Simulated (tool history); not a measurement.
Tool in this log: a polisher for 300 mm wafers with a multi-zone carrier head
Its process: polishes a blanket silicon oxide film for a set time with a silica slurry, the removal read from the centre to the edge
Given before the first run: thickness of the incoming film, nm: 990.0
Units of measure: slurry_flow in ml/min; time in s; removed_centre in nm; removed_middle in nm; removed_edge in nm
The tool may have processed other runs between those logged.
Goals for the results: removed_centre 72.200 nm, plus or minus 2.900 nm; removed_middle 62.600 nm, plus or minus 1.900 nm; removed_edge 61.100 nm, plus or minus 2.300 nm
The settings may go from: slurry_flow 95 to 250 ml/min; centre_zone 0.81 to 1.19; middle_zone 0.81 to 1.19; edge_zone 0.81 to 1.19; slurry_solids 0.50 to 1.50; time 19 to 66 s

| run | day | slurry_flow | centre_zone | middle_zone | edge_zone | slurry_solids | time | removed_centre | removed_middle | removed_edge |
|---|---|---|---|---|---|---|---|---|---|---|
| 1 | 0.000 | 160 | 1.00 | 1.00 | 1.00 | 1.00 | 42 | 85.237 | 83.062 | 85.892 |
| 2 | 0.317 | 160 | 1.00 | 1.00 | 1.00 | 1.00 | 36 | 74.560 | 73.612 | 73.015 |
| 3 | 0.475 | 155 | 1.01 | 0.99 | 0.97 | 0.95 | 36 | 72.294 | 70.268 | 70.228 |
| 4 | 0.712 | 155 | 0.96 | 0.99 | 0.97 | 0.95 | 36 | 69.073 | 69.977 | 71.395 |
| 5 | 1.012 | 155 | 0.96 | 1.04 | 0.97 | 0.95 | 36 | 69.981 | 73.071 | 69.972 |
| 6 | 1.129 | 150 | 0.99 | 1.02 | 0.95 | 0.95 | 36 | 70.559 | 70.668 | 69.603 |
| 7 | 1.204 | 145 | 1.02 | 1.02 | 0.93 | 0.95 | 36 | 72.048 | 70.852 | 69.102 |
| 8 | 1.579 | 135 | 1.12 | 0.95 | 0.83 | 0.75 | 36 | 68.688 | 58.493 | 58.563 |
| 9 | 1.700 | 140 | 1.12 | 0.96 | 0.84 | 0.75 | 36 | 68.836 | 60.001 | 58.918 |
| 10 | 1.992 | 145 | 1.12 | 0.96 | 0.85 | 0.75 | 36 | 70.304 | 59.958 | 58.309 |
| 11 | 2.321 | 145 | 1.12 | 0.96 | 0.86 | 0.75 | 36 | 70.272 | 59.682 | 58.816 |
| 12 | 2.546 | 145 | 1.12 | 0.96 | 0.87 | 0.75 | 36 | 71.121 | 60.379 | 60.491 |
| 13 | 2.896 | 150 | 1.12 | 0.97 | 0.87 | 0.75 | 36 | 71.789 | 60.462 | 61.242 |

Of the 5 settings listed for the next run, only one would bring every result within its allowed miss of target. Which one?
| A | 3.246 | 175 | 1.19 | 1.00 | 0.81 | 0.80 | 32 | ? | ? | ? |
| B | 3.246 | 95 | 1.12 | 0.98 | 0.81 | 0.75 | 39 | ? | ? | ? |
| C | 3.246 | 155 | 1.15 | 0.85 | 0.95 | 0.70 | 41 | ? | ? | ? |
| D | 3.246 | 165 | 1.18 | 0.96 | 0.81 | 0.75 | 37 | ? | ? | ? |
| E | 3.246 | 180 | 1.18 | 0.95 | 1.05 | 0.65 | 37 | ? | ? | ? |

| move | removed_centre | removed_middle | removed_edge |
|---|---|---|---|
| A | 70.635 | 58.655 | 54.740 |
| B | 71.101 | 62.448 | 60.729 |
| C | 79.814 | 60.097 | 67.946 |
| D | 77.561 | 62.842 | 60.847 |
| E | 72.401 | 58.059 | 61.564 |
A: its largest miss is bigger than the last run's
B: all results land within tolerance of their targets
C: its largest miss is bigger than the last run's
D: gets the furthest-off result to its target, but another result is out of tolerance
E: its largest miss is bigger than the last run's
Correct choice: B, which meets every target

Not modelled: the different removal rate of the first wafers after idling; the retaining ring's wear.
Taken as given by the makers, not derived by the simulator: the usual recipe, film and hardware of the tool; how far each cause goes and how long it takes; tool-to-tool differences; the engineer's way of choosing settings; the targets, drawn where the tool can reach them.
